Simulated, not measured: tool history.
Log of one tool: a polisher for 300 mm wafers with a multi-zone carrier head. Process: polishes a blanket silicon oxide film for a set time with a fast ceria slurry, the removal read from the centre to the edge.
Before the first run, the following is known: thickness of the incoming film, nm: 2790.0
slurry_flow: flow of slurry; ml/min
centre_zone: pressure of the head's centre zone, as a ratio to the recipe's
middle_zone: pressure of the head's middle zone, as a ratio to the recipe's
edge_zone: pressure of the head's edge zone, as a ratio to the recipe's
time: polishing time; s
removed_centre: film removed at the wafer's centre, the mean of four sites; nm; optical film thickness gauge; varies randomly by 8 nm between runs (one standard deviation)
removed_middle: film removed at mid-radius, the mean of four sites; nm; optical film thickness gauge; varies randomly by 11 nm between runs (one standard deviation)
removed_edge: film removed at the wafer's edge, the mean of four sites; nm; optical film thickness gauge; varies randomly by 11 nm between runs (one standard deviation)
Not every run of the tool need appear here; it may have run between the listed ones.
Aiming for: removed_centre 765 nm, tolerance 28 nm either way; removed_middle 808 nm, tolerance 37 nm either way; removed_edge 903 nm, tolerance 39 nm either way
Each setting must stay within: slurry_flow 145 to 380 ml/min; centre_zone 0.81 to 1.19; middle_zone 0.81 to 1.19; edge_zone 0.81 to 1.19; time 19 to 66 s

| run | day | slurry_flow | centre_zone | middle_zone | edge_zone | time | removed_centre | removed_middle | removed_edge |
|---|---|---|---|---|---|---|---|---|---|
| 1 | 0 | 245 | 1 | 1 | 1 | 42 | 1170 | 1174 | 1133 |
| 2 | 0.167 | 240 | 0.97 | 0.98 | 1 | 41 | 1130.5 | 1112.1 | 1093.5 |
| 3 | 0.308 | 235 | 0.95 | 0.98 | 1.03 | 39 | 1063.8 | 1083 | 1023.3 |
| 4 | 0.608 | 235 | 0.95 | 0.91 | 1.03 | 39 | 1073.7 | 1015.2 | 1063.9 |
| 5 | 0.725 | 235 | 0.95 | 0.91 | 1.11 | 39 | 1045.4 | 984.8 | 1118.8 |
| 6 | 0.962 | 230 | 0.93 | 0.91 | 1.12 | 38 | 994.61 | 958.67 | 1087.3 |
| 7 | 1.004 | 200 | 0.83 | 0.87 | 1.05 | 31 | 770.36 | 760 | 838.17 |
| 8 | 1.133 | 205 | 0.83 | 0.88 | 1.06 | 31 | 775.66 | 765.17 | 844.55 |

Consider the 5 candidate settings below. Which is the only one whose results all fall within their allowed miss of target?
| A | 1.262 | 180 | 0.82 | 0.92 | 1 | 35 | ? | ? | ? |
| B | 1.262 | 150 | 0.85 | 0.95 | 0.93 | 32 | ? | ? | ? |
| C | 1.262 | 230 | 0.81 | 0.91 | 1.18 | 31 | ? | ? | ? |
| D | 1.262 | 210 | 0.88 | 0.84 | 1.04 | 34 | ? | ? | ? |
| E | 1.262 | 165 | 0.84 | 0.81 | 0.98 | 35 | ? | ? | ? |

| move | removed_centre | removed_middle | removed_edge |
|---|---|---|---|
| A | 844.28 | 891.53 | 900.4 |
| B | 766.47 | 814.13 | 781.84 |
| C | 766.76 | 806.1 | 883.2 |
| D | 870.55 | 827.03 | 904.24 |
| E | 844.33 | 805.86 | 885.72 |
A: the worst result of the last run now meets its target, but another is out of spec
B: further off than the last run
C: meets every target
D: the worst result of the last run now meets its target, but another is out of spec
E: the worst result of the last run now meets its target, but another is out of spec
The right move is C.
